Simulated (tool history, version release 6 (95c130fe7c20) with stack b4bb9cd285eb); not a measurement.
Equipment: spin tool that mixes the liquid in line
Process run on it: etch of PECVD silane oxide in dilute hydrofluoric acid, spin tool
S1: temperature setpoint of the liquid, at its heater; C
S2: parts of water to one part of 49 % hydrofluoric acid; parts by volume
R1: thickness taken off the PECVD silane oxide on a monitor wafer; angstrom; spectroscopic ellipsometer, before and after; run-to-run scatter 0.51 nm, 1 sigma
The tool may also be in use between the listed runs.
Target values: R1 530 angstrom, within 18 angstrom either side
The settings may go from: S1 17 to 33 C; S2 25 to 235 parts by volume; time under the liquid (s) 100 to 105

{"run": 1, "hour": 0.0, "S1": 25, "S2": 130, "time under the liquid (s)": 100, "R1": 399.17}
{"run": 2, "hour": 7.5, "S1": 25, "S2": 130, "time under the liquid (s)": 105, "R1": 427.1}
{"run": 3, "hour": 14.3, "S1": 26, "S2": 130, "time under the liquid (s)": 105, "R1": 439.19}
{"run": 4, "hour": 17.2, "S1": 23.5, "S2": 130, "time under the liquid (s)": 105, "R1": 397.34}
{"run": 5, "hour": 25.5, "S1": 23.5, "S2": 130, "time under the liquid (s)": 100, "R1": 382.07}
{"run": 6, "hour": 29.9, "S1": 25.5, "S2": 130, "time under the liquid (s)": 100, "R1": 410.45}
{"run": 7, "hour": 32.8, "S1": 26.5, "S2": 130, "time under the liquid (s)": 100, "R1": 433.24}
{"hour": 35.1, "done": "hydrofluoric acid flow meter replaced"}
{"run": 8, "hour": 35.1, "S1": 27.5, "S2": 130, "time under the liquid (s)": 100, "R1": 492.59}
{"run": 9, "hour": 39.3, "S1": 28, "S2": 130, "time under the liquid (s)": 100, "R1": 494.91}

Exercise: of the 4 proposed moves below, exactly one satisfies all targets within the stated allowed misses. Which move is it?
{"run": "A", "hour": 43.5, "S1": 29, "S2": 120, "time under the liquid (s)": 100, "R1": "?"}
{"run": "B", "hour": 43.5, "S1": 29, "S2": 145, "time under the liquid (s)": 105, "R1": "?"}
{"run": "C", "hour": 43.5, "S1": 32.5, "S2": 160, "time under the liquid (s)": 105, "R1": "?"}
{"run": "D", "hour": 43.5, "S1": 27, "S2": 120, "time under the liquid (s)": 100, "R1": "?"}

move=A R1=571.81
move=B R1=480.83
move=C R1=483.83
move=D R1=530.41
A: takes the biggest miss from the last run beyond its target
B: the biggest miss grows against the last run
C: the biggest miss grows against the last run
D: in spec on every target
Move D is the one to make.

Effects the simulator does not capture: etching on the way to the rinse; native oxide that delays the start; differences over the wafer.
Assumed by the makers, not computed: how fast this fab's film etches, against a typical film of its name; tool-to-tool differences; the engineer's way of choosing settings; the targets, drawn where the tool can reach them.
